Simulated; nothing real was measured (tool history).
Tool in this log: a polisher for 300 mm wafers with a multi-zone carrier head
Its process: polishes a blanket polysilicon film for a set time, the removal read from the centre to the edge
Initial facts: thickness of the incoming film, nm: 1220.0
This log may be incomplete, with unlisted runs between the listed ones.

run,day,flow of slurry (ml/min),pressure of the head's centre zone,pressure of the head's middle zone,pressure of the head's edge zone,polishing time (s),film removed at the wafer's centre (angstrom),film removed at mid-radius (angstrom),film removed at the wafer's edge (angstrom)
1,0.000,205,1.00,1.00,1.00,61,4574.5,4893.7,4886.2
2,0.042,205,1.06,1.00,1.00,61,4801.5,4837.8,4821.4
3,0.154,250,1.06,1.00,1.00,61,5003.1,4969.2,4928.8
4,0.362,245,1.03,1.00,0.98,56,4477.8,4598.8,4424.7
5,0.638,245,1.03,1.00,0.98,42,3380.4,3416.6,3347.5
6,0.683,245,1.03,0.92,0.98,42,3336.0,3156.0,3345.0
7,0.717,235,1.01,0.93,0.97,42,3251.9,3158.8,3325.7
8,1.021,230,0.99,0.95,0.96,42,3160.5,3205.2,3290.1

Predict the results of run 9:
9,1.325,225,0.98,0.96,0.95,42,?,?,?

Logged for run 9: film removed at the wafer's centre (angstrom) 3091.2, film removed at mid-radius (angstrom) 3215.6, film removed at the wafer's edge (angstrom) 3260.1.

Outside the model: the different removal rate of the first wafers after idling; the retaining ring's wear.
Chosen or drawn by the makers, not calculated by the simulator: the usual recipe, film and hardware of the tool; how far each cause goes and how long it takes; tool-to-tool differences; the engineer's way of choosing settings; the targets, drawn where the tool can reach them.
